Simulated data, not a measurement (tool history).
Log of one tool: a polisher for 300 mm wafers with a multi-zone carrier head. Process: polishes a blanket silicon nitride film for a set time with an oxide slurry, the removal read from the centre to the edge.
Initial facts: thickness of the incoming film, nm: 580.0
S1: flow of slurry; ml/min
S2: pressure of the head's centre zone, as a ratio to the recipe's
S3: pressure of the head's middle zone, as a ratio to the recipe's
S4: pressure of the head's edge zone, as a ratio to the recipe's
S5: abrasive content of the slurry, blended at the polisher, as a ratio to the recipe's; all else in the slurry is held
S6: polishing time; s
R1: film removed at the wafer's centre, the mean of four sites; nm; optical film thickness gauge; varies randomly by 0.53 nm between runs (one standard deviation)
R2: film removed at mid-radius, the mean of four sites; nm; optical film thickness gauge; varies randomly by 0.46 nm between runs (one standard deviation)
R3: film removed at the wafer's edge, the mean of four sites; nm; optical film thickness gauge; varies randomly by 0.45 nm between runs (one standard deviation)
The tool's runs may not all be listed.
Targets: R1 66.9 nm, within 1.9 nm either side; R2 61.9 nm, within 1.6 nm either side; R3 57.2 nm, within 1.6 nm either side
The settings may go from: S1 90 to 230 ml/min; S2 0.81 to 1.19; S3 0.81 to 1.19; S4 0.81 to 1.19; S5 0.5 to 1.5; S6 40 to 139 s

run  hour   S1    S2    S3    S4    S5  S6      R1      R2      R3
  1     0  150     1     1     1     1  89  69.599  69.938  70.491
  2   5.5  150     1     1     1     1  77   60.72   60.35  60.297
  3   9.8  180     1     1     1     1  77  62.558  62.347  63.129
  4  10.4  175  1.02     1  0.97     1  77  63.724  63.059  62.591
  5  11.2  175  1.05     1  0.97     1  77  64.527  62.603  61.215
  6  17.7  175  1.05     1  0.97     1  98  83.464  80.101  77.735
  7  24.6  160  1.06  0.99  0.94   0.9  98  76.449  71.263  71.722
  8  33.6  150  1.08  1.01  0.91  0.85  98  73.887  69.528  65.533
  9  36.1  110  1.09  0.97  0.84   0.8  98  63.824  57.717  57.685
 10  36.7  115  1.09  0.98  0.83   0.8  98  65.872  59.566  57.587

Of the 4 settings listed for the next run, only one would bring every result within its allowed miss of target. Which one?
  A  37.3   90  1.13  0.95  0.88  0.85   97   ?   ?   ?
  B  37.3  165  1.04  1.06  0.85   0.7  106   ?   ?   ?
  C  37.3  125  1.07  1.01  0.84   0.8   94   ?   ?   ?
  D  37.3  140  1.11  1.02  0.84   0.7  108   ?   ?   ?

move      R1      R2      R3
   A  64.404  56.686  57.909
   B  64.611  66.221  57.604
   C  63.145  60.857  55.906
   D  67.641  63.102  57.027
A: misses by more than the last run did
B: moves the result that the last run missed by most past its target, out the other side
C: puts the biggest miss on target and leaves a different result outside tolerance
D: hits every target within its allowed miss
So the answer is move D, the one that meets all the targets.

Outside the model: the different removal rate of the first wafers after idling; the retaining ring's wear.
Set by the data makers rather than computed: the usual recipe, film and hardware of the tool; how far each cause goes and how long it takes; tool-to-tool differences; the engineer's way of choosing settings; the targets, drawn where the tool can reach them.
